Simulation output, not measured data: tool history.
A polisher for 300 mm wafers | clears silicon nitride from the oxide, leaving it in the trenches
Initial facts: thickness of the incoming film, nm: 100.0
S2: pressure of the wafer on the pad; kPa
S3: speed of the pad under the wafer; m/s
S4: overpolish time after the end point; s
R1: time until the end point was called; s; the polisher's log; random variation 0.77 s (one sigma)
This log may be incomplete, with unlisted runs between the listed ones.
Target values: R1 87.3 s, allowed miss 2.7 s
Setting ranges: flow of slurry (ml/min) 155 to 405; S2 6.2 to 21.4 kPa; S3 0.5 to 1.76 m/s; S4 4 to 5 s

{"run": 1, "hour": 0.0, "flow of slurry (ml/min)": 260, "S2": 13.8, "S3": 1.12, "S4": 5, "R1": 138.59}
{"run": 2, "hour": 1.1, "flow of slurry (ml/min)": 315, "S2": 13.8, "S3": 1.12, "S4": 5, "R1": 137.95}
{"run": 3, "hour": 1.8, "flow of slurry (ml/min)": 315, "S2": 13.8, "S3": 1.34, "S4": 5, "R1": 116.44}
{"run": 4, "hour": 5.6, "flow of slurry (ml/min)": 315, "S2": 15.9, "S3": 1.34, "S4": 5, "R1": 102.53}
{"run": 5, "hour": 9.0, "flow of slurry (ml/min)": 370, "S2": 15.9, "S3": 1.34, "S4": 5, "R1": 101.97}
{"run": 6, "hour": 14.3, "flow of slurry (ml/min)": 370, "S2": 16.5, "S3": 1.34, "S4": 5, "R1": 98.762}
{"run": 7, "hour": 17.6, "flow of slurry (ml/min)": 370, "S2": 17.2, "S3": 1.34, "S4": 5, "R1": 94.514}
{"run": 8, "hour": 25.1, "flow of slurry (ml/min)": 370, "S2": 17.9, "S3": 1.34, "S4": 5, "R1": 91.809}

Which one of the following 4 next-run settings gets every result inside its allowed miss? There is exactly one.
{"run": "A", "hour": 32.6, "flow of slurry (ml/min)": 355, "S2": 12.4, "S3": 1.66, "S4": 5, "R1": "?"}
{"run": "B", "hour": 32.6, "flow of slurry (ml/min)": 155, "S2": 21.4, "S3": 1.34, "S4": 5, "R1": "?"}
{"run": "C", "hour": 32.6, "flow of slurry (ml/min)": 380, "S2": 20.7, "S3": 1.32, "S4": 5, "R1": "?"}
{"run": "D", "hour": 32.6, "flow of slurry (ml/min)": 370, "S2": 20, "S3": 1.2, "S4": 4, "R1": "?"}

move=A R1=100.84
move=B R1=88.206
move=C R1=82.014
move=D R1=92.846
A: moves away from the targets compared with the last run
B: all results in spec
C: moves the result that the last run missed by most past its target, out the other side
D: moves away from the targets compared with the last run
So the answer is move B, the one that meets all the targets.
